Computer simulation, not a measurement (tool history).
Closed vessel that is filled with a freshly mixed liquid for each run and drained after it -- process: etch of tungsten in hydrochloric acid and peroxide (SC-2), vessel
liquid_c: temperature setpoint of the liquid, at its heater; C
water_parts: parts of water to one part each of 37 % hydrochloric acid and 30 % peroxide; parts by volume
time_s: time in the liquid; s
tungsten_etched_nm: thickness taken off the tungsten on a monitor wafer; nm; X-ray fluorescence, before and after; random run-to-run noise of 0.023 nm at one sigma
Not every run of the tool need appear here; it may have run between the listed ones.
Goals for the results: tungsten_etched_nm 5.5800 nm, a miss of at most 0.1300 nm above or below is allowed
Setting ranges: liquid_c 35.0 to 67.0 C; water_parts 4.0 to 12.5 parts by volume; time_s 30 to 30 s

Run 1, hour 0.0: liquid_c 51.0 C, water_parts 7.0 parts by volume, time_s 30 s. Result: tungsten_etched_nm 14.7290 nm.
Run 2, hour 8.8: liquid_c 51.0 C, water_parts 6.0 parts by volume, time_s 30 s. Result: tungsten_etched_nm 16.5320 nm.
Run 3, hour 9.8: liquid_c 48.5 C, water_parts 6.0 parts by volume, time_s 30 s. Result: tungsten_etched_nm 14.2120 nm.
Run 4, hour 11.9: liquid_c 48.5 C, water_parts 6.0 parts by volume, time_s 30 s. Result: tungsten_etched_nm 14.2710 nm.
At hour 18.0: chemicals flow meter replaced.
Run 5, hour 18.0: liquid_c 46.5 C, water_parts 6.0 parts by volume, time_s 30 s. Result: tungsten_etched_nm 12.8500 nm.
Run 6, hour 18.8: liquid_c 45.0 C, water_parts 6.0 parts by volume, time_s 30 s. Result: tungsten_etched_nm 11.6030 nm.
Run 7, hour 20.7: liquid_c 43.5 C, water_parts 6.0 parts by volume, time_s 30 s. Result: tungsten_etched_nm 10.4930 nm.
Run 8, hour 21.5: liquid_c 42.0 C, water_parts 6.0 parts by volume, time_s 30 s. Result: tungsten_etched_nm 9.4425 nm.
Run 9, hour 28.9: liquid_c 41.0 C, water_parts 6.0 parts by volume, time_s 30 s. Result: tungsten_etched_nm 8.7929 nm.
Run 10, hour 37.6: liquid_c 35.0 C, water_parts 6.5 parts by volume, time_s 30 s. Result: tungsten_etched_nm 5.3715 nm.

Which single option among these 4 for the next run brings every result within its allowed miss of target? Just one does.
Run A, hour 46.3: liquid_c 35.5 C, water_parts 6.5 parts by volume, time_s 30 s. Result: tungsten_etched_nm ?.
Run B, hour 46.3: liquid_c 35.0 C, water_parts 7.0 parts by volume, time_s 30 s. Result: tungsten_etched_nm ?.
Run C, hour 46.3: liquid_c 37.0 C, water_parts 8.0 parts by volume, time_s 30 s. Result: tungsten_etched_nm ?.
Run D, hour 46.3: liquid_c 36.0 C, water_parts 7.5 parts by volume, time_s 30 s. Result: tungsten_etched_nm ?.

move  tungsten_etched_nm
   A              5.5650
   B              5.0670
   C              5.2756
   D              5.1643
A: in spec on every target
B: further off than the last run
C: further off than the last run
D: further off than the last run
Correct choice: A, which meets every target
